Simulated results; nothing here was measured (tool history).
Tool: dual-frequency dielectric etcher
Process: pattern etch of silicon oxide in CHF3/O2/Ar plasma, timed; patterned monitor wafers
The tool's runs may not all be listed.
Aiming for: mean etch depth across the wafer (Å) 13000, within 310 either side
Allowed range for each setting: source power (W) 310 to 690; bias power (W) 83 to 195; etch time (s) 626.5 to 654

run,day,source power (W),bias power (W),etch time (s),mean etch depth across the wafer (Å)
1,0,500,139,626.5,10869
2,0.042,530,144,628.5,11279
3,0.275,560,148,630,11655
4,0.467,580,151,631,11824
# day 0.525: source power generator calibrated
5,0.525,580,174,631,12053
6,0.608,600,176,632.5,12282
7,0.65,610,177,633.5,12397
8,0.821,620,178,634.5,12576

Which single option among these 5 for the next run brings every result within its allowed miss of target? Just one does.
A,0.992,570,171,635.5,?
B,0.992,610,163,633.5,?
C,0.992,650,191,635,?
D,0.992,610,170,636,?
E,0.992,590,186,637.5,?

move,mean etch depth across the wafer (Å)
A,12095
B,12181
C,13090
D,12379
E,12594
A: its largest miss is bigger than the last run's
B: its largest miss is bigger than the last run's
C: meets every target
D: its largest miss is bigger than the last run's
E: no nearer and no further than the last run
The right move is C.
